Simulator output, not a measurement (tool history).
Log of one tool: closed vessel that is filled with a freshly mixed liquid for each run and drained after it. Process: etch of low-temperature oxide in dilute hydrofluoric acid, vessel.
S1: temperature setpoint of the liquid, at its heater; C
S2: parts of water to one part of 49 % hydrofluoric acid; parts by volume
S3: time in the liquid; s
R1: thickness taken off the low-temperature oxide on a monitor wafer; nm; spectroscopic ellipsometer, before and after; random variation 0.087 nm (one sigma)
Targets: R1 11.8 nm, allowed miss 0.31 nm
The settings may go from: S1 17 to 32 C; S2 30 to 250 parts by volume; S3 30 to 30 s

run,hour,S1,S2,S3,R1
1,0,24,140,30,4.7119
2,4.7,24,120,30,5.6837
3,12.2,26,110,30,6.8507
4,15.5,27.5,105,30,7.7178
5,21.7,28.5,100,30,8.4278
6,25.1,29.5,95,30,9.3147
7,29.5,30,90,30,9.9057
8,30.7,30.5,90,30,10.146

Which of these 5 next moves meets every target?
A,31.9,27.5,95,30,?
B,31.9,26,90,30,?
C,31.9,31,80,30,?
D,31.9,27,65,30,?
E,31.9,29,70,30,?

move,R1
A,8.5069
B,8.5273
C,11.794
D,12.704
E,12.669
A: further off than the last run
B: further off than the last run
C: meets every target
D: takes the result that was furthest off past its target
E: takes the result that was furthest off past its target
Answer: C

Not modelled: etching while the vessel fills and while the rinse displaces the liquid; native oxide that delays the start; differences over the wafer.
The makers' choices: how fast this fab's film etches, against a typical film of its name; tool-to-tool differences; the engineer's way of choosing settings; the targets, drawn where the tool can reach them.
